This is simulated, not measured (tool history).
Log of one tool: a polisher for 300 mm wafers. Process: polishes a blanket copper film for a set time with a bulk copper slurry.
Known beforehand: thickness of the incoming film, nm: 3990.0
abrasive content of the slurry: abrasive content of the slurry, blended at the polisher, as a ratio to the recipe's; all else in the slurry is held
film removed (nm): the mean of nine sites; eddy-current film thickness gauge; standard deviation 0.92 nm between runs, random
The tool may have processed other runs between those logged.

run	hour	flow of slurry (ml/min)	pressure of the wafer on the pad (psi)	speed of the pad under the wafer (m/s)	abrasive content of the slurry	polishing time (s)	film removed (nm)
1	0	305	2.7	0.88	1	35	244.25
2	2.8	305	2.7	0.7	1	35	205.74
3	6.2	305	2.7	0.7	1	31	182.89
4	9.6	300	2.5	0.7	1	31	169.94
5	17.8	300	3.1	0.7	1	31	211.16
6	22	300	3.1	0.7	1.15	31	212.74
7	26.4	290	2.8	0.7	1.15	31	193.64
8	32.5	285	2.6	0.7	1.15	31	178.74
9	36.9	275	2.5	0.7	1.15	31	171.1
10	44	260	2.4	0.7	1.15	31	163.15

Predict the results of run 11:
11	47.4	245	2.3	0.7	1.15	31	?

Run 11 came out at film removed (nm) 155.85.
